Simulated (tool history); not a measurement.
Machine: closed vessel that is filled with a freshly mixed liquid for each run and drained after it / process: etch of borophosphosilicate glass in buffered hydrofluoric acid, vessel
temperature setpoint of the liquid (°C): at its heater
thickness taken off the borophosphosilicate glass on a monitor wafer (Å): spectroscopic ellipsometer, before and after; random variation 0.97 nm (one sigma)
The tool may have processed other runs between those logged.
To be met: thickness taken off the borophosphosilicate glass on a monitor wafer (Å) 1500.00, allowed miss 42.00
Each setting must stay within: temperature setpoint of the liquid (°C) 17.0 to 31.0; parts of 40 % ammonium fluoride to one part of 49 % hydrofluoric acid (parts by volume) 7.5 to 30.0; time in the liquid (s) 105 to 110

run,hour,temperature setpoint of the liquid (°C),parts of 40 % ammonium fluoride to one part of 49 % hydrofluoric acid (parts by volume),time in the liquid (s),thickness taken off the borophosphosilicate glass on a monitor wafer (Å)
1,0.0,23.0,21.0,105,785.54
2,7.9,23.0,26.0,105,679.22
3,11.2,23.0,30.0,105,614.28
4,18.1,24.5,26.5,105,731.22
5,26.1,26.0,23.5,105,848.50
6,28.6,26.0,26.0,105,803.04
7,31.6,27.0,23.0,105,914.46
8,35.6,28.0,21.0,105,1033.20
9,41.3,31.0,14.0,105,1767.90
10,42.0,30.5,14.0,105,1718.60
11,46.2,30.0,14.0,105,1688.20
12,48.9,29.5,14.0,105,1622.70
13,53.7,29.0,14.0,105,1578.30
14,60.5,29.0,14.0,105,1587.50
15,61.5,28.5,14.0,105,1550.70

Next run, 5 choices. One meets every target within its allowed miss, the rest don't. Which?
A,62.5,27.0,13.5,110,?
B,62.5,31.0,16.0,110,?
C,62.5,29.5,15.5,105,?
D,62.5,25.5,11.5,105,?
E,62.5,29.0,13.5,105,?

move,thickness taken off the borophosphosilicate glass on a monitor wafer (Å)
A,1563.20
B,1631.20
C,1485.70
D,1612.80
E,1658.00
A: its largest miss is bigger than the last run's
B: its largest miss is bigger than the last run's
C: all results land within tolerance of their targets
D: its largest miss is bigger than the last run's
E: its largest miss is bigger than the last run's
Move C is the one to make.
